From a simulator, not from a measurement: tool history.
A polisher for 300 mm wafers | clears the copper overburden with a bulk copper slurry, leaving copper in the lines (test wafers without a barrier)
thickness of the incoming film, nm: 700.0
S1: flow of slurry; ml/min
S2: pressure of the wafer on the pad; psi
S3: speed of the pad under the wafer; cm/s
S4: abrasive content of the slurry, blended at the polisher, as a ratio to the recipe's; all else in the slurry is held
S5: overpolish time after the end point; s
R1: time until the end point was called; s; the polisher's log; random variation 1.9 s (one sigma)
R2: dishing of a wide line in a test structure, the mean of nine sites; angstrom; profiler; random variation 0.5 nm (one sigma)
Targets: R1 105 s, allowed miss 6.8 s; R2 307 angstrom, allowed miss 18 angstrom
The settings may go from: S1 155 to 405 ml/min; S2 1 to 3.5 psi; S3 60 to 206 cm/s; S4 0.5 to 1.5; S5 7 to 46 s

| run | hour | S1 | S2 | S3 | S4 | S5 | R1 | R2 |
|---|---|---|---|---|---|---|---|---|
| 1 | 0 | 260 | 2.2 | 132 | 1 | 24 | 88.057 | 892.28 |
| 2 | 6 | 260 | 2.7 | 132 | 1 | 24 | 68.3 | 983.32 |
| 3 | 14.4 | 245 | 2.7 | 124 | 0.95 | 22 | 75.45 | 938.16 |
| 4 | 22.9 | 265 | 2.5 | 124 | 1 | 20 | 80.951 | 863.8 |
| 5 | 28.8 | 240 | 2.5 | 124 | 1 | 20 | 79.802 | 838.4 |
| 6 | 33.2 | 240 | 2.5 | 92 | 1 | 20 | 105.21 | 699 |
| 7 | 33.8 | 240 | 2.5 | 92 | 1 | 20 | 106.97 | 695.86 |
| 8 | 41.5 | 230 | 2.5 | 88 | 1.05 | 18 | 109.95 | 628.93 |
| 9 | 49.3 | 220 | 2.5 | 84 | 1.1 | 17 | 119.55 | 584.34 |
| 10 | 56.8 | 210 | 2.6 | 82 | 1.15 | 16 | 112.47 | 579.82 |
| 11 | 57.6 | 205 | 2.6 | 80 | 1.2 | 15 | 117.08 | 540.1 |
| 12 | 59.6 | 200 | 2.6 | 78 | 1.25 | 14 | 121.62 | 505.73 |
| 13 | 62.1 | 195 | 2.6 | 76 | 1.3 | 13 | 123.31 | 464.17 |

5 next moves are on the table. One of them brings every result within its allowed miss. Which?
| A | 64.6 | 230 | 2.7 | 80 | 1.5 | 7 | ? | ? |
| B | 64.6 | 190 | 2.4 | 82 | 1.35 | 7 | ? | ? |
| C | 64.6 | 190 | 2.6 | 72 | 1.5 | 7 | ? | ? |
| D | 64.6 | 175 | 2.6 | 74 | 1.4 | 7 | ? | ? |
| E | 64.6 | 200 | 2.5 | 78 | 1.5 | 7 | ? | ? |

| move | R1 | R2 |
|---|---|---|
| A | 106.29 | 306.69 |
| B | 121.83 | 270.58 |
| C | 124.64 | 265.93 |
| D | 124.71 | 265.8 |
| E | 119.21 | 276.3 |
A: meets every target
B: takes the result that was furthest off past its target
C: takes the result that was furthest off past its target
D: takes the result that was furthest off past its target
E: takes the result that was furthest off past its target
Move A is the one to make.
